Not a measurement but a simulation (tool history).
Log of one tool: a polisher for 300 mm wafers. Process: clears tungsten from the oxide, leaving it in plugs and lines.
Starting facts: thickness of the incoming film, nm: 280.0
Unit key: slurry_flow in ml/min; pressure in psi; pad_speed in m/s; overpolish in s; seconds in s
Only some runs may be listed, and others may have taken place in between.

run 1 hour=0.0 | slurry_flow=145 pressure=4.5 pad_speed=0.98 slurry_solids=1.0 overpolish=3 | seconds=46.889
run 2 hour=2.6 | slurry_flow=145 pressure=4.1 pad_speed=0.98 slurry_solids=1.0 overpolish=3 | seconds=51.962
run 3 hour=4.9 | slurry_flow=145 pressure=3.8 pad_speed=0.98 slurry_solids=1.0 overpolish=3 | seconds=55.705
run 4 hour=13.2 | slurry_flow=145 pressure=3.8 pad_speed=0.88 slurry_solids=1.0 overpolish=3 | seconds=62.218
run 5 hour=19.1 | slurry_flow=145 pressure=3.8 pad_speed=0.88 slurry_solids=1.0 overpolish=3 | seconds=62.219
-- hour=22.9 slurry nozzle cleaned
run 6 hour=22.9 | slurry_flow=180 pressure=3.8 pad_speed=0.88 slurry_solids=1.0 overpolish=3 | seconds=55.390
run 7 hour=27.4 | slurry_flow=170 pressure=3.7 pad_speed=0.88 slurry_solids=1.0 overpolish=3 | seconds=56.299

The next listed run, before its measurement:
run 8 hour=31.1 | slurry_flow=160 pressure=3.7 pad_speed=0.88 slurry_solids=1.0 overpolish=3 | seconds=?

seconds: 59.231 s

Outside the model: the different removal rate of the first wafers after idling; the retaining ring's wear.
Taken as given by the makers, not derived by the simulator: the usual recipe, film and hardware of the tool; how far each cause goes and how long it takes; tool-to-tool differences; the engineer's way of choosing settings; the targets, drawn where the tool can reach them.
